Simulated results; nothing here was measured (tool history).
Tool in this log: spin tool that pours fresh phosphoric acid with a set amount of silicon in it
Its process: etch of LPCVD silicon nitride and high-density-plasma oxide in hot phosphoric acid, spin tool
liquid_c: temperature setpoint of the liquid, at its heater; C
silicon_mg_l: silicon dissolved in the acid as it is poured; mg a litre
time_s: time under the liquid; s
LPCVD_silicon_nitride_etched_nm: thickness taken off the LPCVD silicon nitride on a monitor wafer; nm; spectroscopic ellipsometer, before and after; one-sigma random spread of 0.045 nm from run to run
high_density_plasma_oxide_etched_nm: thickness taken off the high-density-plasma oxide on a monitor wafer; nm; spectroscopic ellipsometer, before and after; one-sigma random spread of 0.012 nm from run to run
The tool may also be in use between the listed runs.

run	hour	liquid_c	silicon_mg_l	time_s	LPCVD_silicon_nitride_etched_nm	high_density_plasma_oxide_etched_nm
1	0	162	25	150	14.011	0.35109
2	7.8	161.5	25	145	13.409	0.35396
3	9.3	161.5	25	170	15.624	0.37305
4	10.4	161	25.5	160	14.567	0.33718
5	10.9	160.5	25.5	150	13.278	0.30854
6	17.4	160	25.5	145	12.693	0.27174
7	20.8	157.5	18	75	6.0531	0.15235
8	27.6	158	19.5	75	6.1413	0.15537
9	29.6	158.5	21	75	6.2332	0.15431
10	35.8	159	22.5	75	6.3459	0.1535
11	37	159.5	24	75	6.4016	0.14272
12	44.2	160	24.5	75	6.625	0.15016
13	46.4	160.5	25	75	6.632	0.15411

The next listed run, before its measurement:
14	48.6	163	34.5	95	?	?

{"run 14": {"LPCVD_silicon_nitride_etched_nm": 9.2426, "high_density_plasma_oxide_etched_nm": 0.16452}}
